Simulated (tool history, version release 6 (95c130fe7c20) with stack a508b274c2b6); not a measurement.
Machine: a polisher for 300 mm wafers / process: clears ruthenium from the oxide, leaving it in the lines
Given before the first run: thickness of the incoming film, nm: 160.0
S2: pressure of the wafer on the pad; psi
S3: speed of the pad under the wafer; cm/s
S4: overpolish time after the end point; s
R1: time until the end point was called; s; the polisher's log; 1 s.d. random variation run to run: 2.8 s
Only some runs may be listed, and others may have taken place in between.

run 1 hour=0.0 | flow_of_slurry_(ml/min)=245 S2=2.5 S3=108 S4=18 | R1=113.49
run 2 hour=2.7 | flow_of_slurry_(ml/min)=245 S2=2.5 S3=88 S4=18 | R1=132.94
run 3 hour=4.4 | flow_of_slurry_(ml/min)=245 S2=2.4 S3=88 S4=18 | R1=140.74
run 4 hour=8.6 | flow_of_slurry_(ml/min)=245 S2=2.3 S3=88 S4=18 | R1=147.57
run 5 hour=14.6 | flow_of_slurry_(ml/min)=290 S2=2.3 S3=88 S4=18 | R1=138.19
run 6 hour=18.7 | flow_of_slurry_(ml/min)=320 S2=2.3 S3=88 S4=18 | R1=139.88
run 7 hour=26.1 | flow_of_slurry_(ml/min)=320 S2=2.2 S3=88 S4=18 | R1=149.73
run 8 hour=30.0 | flow_of_slurry_(ml/min)=320 S2=2.1 S3=88 S4=18 | R1=149.66
run 9 hour=35.3 | flow_of_slurry_(ml/min)=320 S2=2.0 S3=88 S4=18 | R1=155.29

Predict the results of run 10:
run 10 hour=41.9 | flow_of_slurry_(ml/min)=320 S2=1.9 S3=88 S4=18 | R1=?

Run 10 measured R1 156.47 s.
